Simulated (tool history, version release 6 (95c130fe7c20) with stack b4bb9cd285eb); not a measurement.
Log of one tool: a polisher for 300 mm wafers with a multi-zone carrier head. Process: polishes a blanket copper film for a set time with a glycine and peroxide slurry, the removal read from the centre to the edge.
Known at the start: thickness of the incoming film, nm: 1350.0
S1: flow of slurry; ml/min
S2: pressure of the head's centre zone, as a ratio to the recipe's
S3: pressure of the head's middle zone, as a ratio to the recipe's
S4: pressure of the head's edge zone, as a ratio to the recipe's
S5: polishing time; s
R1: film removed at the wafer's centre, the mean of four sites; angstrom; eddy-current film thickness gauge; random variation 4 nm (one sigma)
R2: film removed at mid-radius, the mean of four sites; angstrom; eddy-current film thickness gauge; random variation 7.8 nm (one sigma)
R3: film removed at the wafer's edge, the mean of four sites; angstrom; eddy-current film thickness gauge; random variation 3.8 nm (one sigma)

run  hour   S1    S2    S3    S4  S5      R1      R2      R3
  1     0  235     1     1     1  73  4311.8  4384.9  4167.8
  2   1.6  235  0.93     1     1  73  3983.6  4265.2  4228.1
  3   8.4  235  1.01     1     1  73  4338.8  4208.6  4163.1
  4  12.9  245  1.01  1.02  1.03  76    4495  4554.9  4406.8
  5  16.5  245  1.01  1.02  1.07  76  4550.6  4500.5  4549.5
  6  23.5  215  1.01  1.02  1.07  76  4489.5  4455.7  4480.4

Run 7 comes next. What will it give?
  7  29.8  215  1.01  1.02  1.07  76   ?   ?   ?

Run 7 gave R1 4476.4 angstrom, R2 4462 angstrom, R3 4457.9 angstrom.

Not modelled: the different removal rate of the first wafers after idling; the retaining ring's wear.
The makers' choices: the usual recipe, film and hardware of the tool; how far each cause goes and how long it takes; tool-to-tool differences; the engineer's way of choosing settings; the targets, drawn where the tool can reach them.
